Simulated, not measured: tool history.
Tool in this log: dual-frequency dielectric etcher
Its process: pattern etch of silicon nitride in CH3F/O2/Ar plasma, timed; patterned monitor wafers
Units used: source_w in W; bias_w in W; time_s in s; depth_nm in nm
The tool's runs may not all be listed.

{"run": 1, "day": 0.0, "source_w": 510, "bias_w": 63, "time_s": 50.5, "depth_nm": 39.822}
{"run": 2, "day": 0.242, "source_w": 490, "bias_w": 62, "time_s": 50.5, "depth_nm": 39.279}
{"run": 3, "day": 0.442, "source_w": 470, "bias_w": 61, "time_s": 50.5, "depth_nm": 38.912}
{"run": 4, "day": 0.662, "source_w": 460, "bias_w": 59, "time_s": 50.5, "depth_nm": 38.337}
{"run": 5, "day": 0.821, "source_w": 450, "bias_w": 58, "time_s": 50.5, "depth_nm": 38.01}
{"run": 6, "day": 0.962, "source_w": 450, "bias_w": 47, "time_s": 50.5, "depth_nm": 35.738}
{"run": 7, "day": 1.188, "source_w": 440, "bias_w": 47, "time_s": 50.5, "depth_nm": 35.765}

What will run 8 give?
{"run": 8, "day": 1.358, "source_w": 430, "bias_w": 47, "time_s": 50.5, "depth_nm": "?"}

{"run 8": {"depth_nm": 35.414}}

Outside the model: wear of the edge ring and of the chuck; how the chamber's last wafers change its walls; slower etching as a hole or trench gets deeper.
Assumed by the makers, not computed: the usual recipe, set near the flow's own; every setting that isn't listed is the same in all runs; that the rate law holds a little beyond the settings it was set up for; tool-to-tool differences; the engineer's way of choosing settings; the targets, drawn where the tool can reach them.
